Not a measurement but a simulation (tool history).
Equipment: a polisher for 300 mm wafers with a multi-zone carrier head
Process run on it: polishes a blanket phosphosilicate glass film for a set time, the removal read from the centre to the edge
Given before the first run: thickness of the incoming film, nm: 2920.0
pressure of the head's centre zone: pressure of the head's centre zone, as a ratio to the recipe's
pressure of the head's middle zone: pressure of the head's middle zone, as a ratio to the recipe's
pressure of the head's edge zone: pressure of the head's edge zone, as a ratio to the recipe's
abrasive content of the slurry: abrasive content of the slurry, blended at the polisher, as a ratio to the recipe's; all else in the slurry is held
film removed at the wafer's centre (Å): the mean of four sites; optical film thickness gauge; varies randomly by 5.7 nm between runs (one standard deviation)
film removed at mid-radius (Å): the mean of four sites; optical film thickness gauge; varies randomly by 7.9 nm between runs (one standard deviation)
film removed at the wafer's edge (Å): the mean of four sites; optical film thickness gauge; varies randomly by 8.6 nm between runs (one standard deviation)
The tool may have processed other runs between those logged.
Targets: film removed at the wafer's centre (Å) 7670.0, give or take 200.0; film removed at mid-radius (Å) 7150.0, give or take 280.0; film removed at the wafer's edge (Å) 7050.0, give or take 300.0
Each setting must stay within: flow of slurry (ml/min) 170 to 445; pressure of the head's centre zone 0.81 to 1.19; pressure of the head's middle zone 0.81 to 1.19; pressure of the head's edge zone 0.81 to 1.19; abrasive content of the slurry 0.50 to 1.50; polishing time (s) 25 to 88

run	hour	flow of slurry (ml/min)	pressure of the head's centre zone	pressure of the head's middle zone	pressure of the head's edge zone	abrasive content of the slurry	polishing time (s)	film removed at the wafer's centre (Å)	film removed at mid-radius (Å)	film removed at the wafer's edge (Å)
1	0.0	285	1.00	1.00	1.00	1.00	56	4859.5	4957.4	4716.9
2	5.8	340	1.00	1.00	1.00	1.00	56	4854.3	4992.8	4694.9
3	7.0	335	1.03	1.01	1.04	1.15	58	5665.4	5586.0	5181.8
4	14.5	335	1.03	1.01	1.04	1.15	51	5010.5	4884.8	4606.3
# hour 18.6: edge zone pressure recalibrated
5	18.6	330	1.03	0.99	1.07	1.25	56	5708.9	5676.3	5836.3
6	21.5	330	0.96	0.99	1.07	1.25	56	5259.3	5545.9	5538.5
7	29.1	330	1.01	1.01	1.09	1.35	57	5879.4	5907.8	6247.3
8	37.2	345	1.05	1.05	1.09	1.40	58	6284.6	6362.9	6348.2
9	44.5	350	1.09	1.06	1.10	1.45	59	6751.2	6653.3	6509.2
10	51.8	350	1.11	1.06	1.11	1.45	60	6971.1	6766.3	6766.7
11	54.2	355	1.13	1.07	1.12	1.45	60	6989.6	6770.9	6661.9
12	59.5	355	1.15	1.07	1.12	1.45	61	7186.2	6867.3	6913.2
13	64.9	360	1.16	1.07	1.11	1.45	61	7456.2	6729.0	6675.3
14	73.0	365	1.16	1.08	1.12	1.45	61	7439.5	6781.7	6799.9

Next run, 4 choices. One meets every target within its allowed miss, the rest don't. Which?
A	81.1	445	1.19	0.95	1.19	1.20	61	?	?	?
B	81.1	405	1.12	1.06	1.12	1.45	62	?	?	?
C	81.1	375	1.08	1.05	1.14	1.50	63	?	?	?
D	81.1	390	1.17	1.07	1.10	1.50	62	?	?	?

move	film removed at the wafer's centre (Å)	film removed at mid-radius (Å)	film removed at the wafer's edge (Å)
A	7139.7	5809.3	6687.8
B	7370.5	6903.5	7091.3
C	7280.4	7014.9	7333.6
D	7761.9	7022.8	7102.5
A: its largest miss is bigger than the last run's
B: puts the biggest miss on target and leaves a different result outside tolerance
C: puts the biggest miss on target and leaves a different result outside tolerance
D: every result lands within tolerance
The move that meets every target is D.

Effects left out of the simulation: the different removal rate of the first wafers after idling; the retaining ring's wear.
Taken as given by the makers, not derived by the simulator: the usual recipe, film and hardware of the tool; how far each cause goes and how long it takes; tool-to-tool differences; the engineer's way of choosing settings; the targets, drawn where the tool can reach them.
